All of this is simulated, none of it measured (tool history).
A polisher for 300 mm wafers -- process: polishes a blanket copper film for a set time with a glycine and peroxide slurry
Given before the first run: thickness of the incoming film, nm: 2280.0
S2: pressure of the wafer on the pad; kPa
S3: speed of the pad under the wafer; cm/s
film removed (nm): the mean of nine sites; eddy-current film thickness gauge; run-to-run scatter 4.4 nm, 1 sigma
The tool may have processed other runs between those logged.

Run 1, hour 0: flow of slurry (ml/min) 205, S2 22.8 kPa, S3 122 cm/s, polishing time (s) 109. Result: film removed (nm) 854.14.
Run 2, hour 1: flow of slurry (ml/min) 200, S2 20.7 kPa, S3 122 cm/s, polishing time (s) 109. Result: film removed (nm) 781.22.
Run 3, hour 9.8: flow of slurry (ml/min) 235, S2 20.7 kPa, S3 122 cm/s, polishing time (s) 109. Result: film removed (nm) 796.57.
Run 4, hour 12.5: flow of slurry (ml/min) 230, S2 18.6 kPa, S3 122 cm/s, polishing time (s) 109. Result: film removed (nm) 731.47.
Run 5, hour 20.8: flow of slurry (ml/min) 225, S2 17.2 kPa, S3 122 cm/s, polishing time (s) 109. Result: film removed (nm) 687.86.
Run 6, hour 22.6: flow of slurry (ml/min) 225, S2 17.2 kPa, S3 122 cm/s, polishing time (s) 114. Result: film removed (nm) 709.93.
Run 7, hour 31: flow of slurry (ml/min) 225, S2 17.2 kPa, S3 122 cm/s, polishing time (s) 114. Result: film removed (nm) 706.6.

For run 8, what comes out?
Run 8, hour 38.2: flow of slurry (ml/min) 220, S2 16.5 kPa, S3 122 cm/s, polishing time (s) 114. Result: film removed (nm) ?.

Run 8 measured film removed (nm) 681.46.

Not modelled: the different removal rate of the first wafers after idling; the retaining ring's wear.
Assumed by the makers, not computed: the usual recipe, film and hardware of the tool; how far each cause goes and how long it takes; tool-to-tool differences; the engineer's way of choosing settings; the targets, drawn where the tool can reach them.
